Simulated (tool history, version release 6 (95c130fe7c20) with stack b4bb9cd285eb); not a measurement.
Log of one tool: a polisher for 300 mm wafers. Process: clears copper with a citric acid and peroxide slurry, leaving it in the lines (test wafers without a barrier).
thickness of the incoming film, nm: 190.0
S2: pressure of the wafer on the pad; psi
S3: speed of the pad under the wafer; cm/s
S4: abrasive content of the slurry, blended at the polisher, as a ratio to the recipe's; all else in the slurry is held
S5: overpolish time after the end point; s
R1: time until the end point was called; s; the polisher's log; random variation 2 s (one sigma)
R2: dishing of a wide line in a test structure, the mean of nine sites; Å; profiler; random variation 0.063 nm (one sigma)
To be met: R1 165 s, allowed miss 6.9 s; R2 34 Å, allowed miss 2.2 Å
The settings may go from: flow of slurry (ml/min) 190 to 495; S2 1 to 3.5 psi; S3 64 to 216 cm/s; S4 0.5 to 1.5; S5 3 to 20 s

Run 1, hour 0: flow of slurry (ml/min) 320, S2 2.2 psi, S3 140 cm/s, S4 1, S5 10 s. Result: R1 79.725 s, R2 166.58 Å.
Run 2, hour 7.3: flow of slurry (ml/min) 285, S2 2.2 psi, S3 140 cm/s, S4 1, S5 10 s. Result: R1 79.719 s, R2 165.75 Å.
Run 3, hour 15.4: flow of slurry (ml/min) 285, S2 2.2 psi, S3 140 cm/s, S4 1, S5 7 s. Result: R1 81.568 s, R2 115.94 Å.
Run 4, hour 19.1: flow of slurry (ml/min) 270, S2 2.1 psi, S3 134 cm/s, S4 1, S5 6 s. Result: R1 87.937 s, R2 92.747 Å.
Run 5, hour 27.6: flow of slurry (ml/min) 270, S2 2 psi, S3 128 cm/s, S4 1, S5 6 s. Result: R1 97.279 s, R2 81.682 Å.
Run 6, hour 34.9: flow of slurry (ml/min) 270, S2 1.9 psi, S3 126 cm/s, S4 1, S5 6 s. Result: R1 104.19 s, R2 79.768 Å.
Run 7, hour 37.3: flow of slurry (ml/min) 270, S2 1.9 psi, S3 126 cm/s, S4 1, S5 6 s. Result: R1 103.25 s, R2 80.551 Å.
Run 8, hour 46: flow of slurry (ml/min) 265, S2 1.3 psi, S3 104 cm/s, S4 0.95, S5 3 s. Result: R1 173.62 s, R2 23.967 Å.
Run 9, hour 48.9: flow of slurry (ml/min) 265, S2 1.3 psi, S3 102 cm/s, S4 1, S5 4 s. Result: R1 176.02 s, R2 31.196 Å.

Which of these 4 next moves meets every target?
Run A, hour 51.8: flow of slurry (ml/min) 200, S2 1.7 psi, S3 72 cm/s, S4 1.05, S5 5 s. Result: R1 ?, R2 ?.
Run B, hour 51.8: flow of slurry (ml/min) 260, S2 1.5 psi, S3 72 cm/s, S4 1.1, S5 5 s. Result: R1 ?, R2 ?.
Run C, hour 51.8: flow of slurry (ml/min) 280, S2 1.3 psi, S3 110 cm/s, S4 0.95, S5 4 s. Result: R1 ?, R2 ?.
Run D, hour 51.8: flow of slurry (ml/min) 295, S2 1.4 psi, S3 114 cm/s, S4 1.1, S5 3 s. Result: R1 ?, R2 ?.

move      R1      R2
   A  180.73   36.88
   B  194.69  34.246
   C   163.8  32.542
   D  143.43  27.967
A: further off than the last run
B: further off than the last run
C: meets every target
D: takes the result that was furthest off past its target
Answer: C
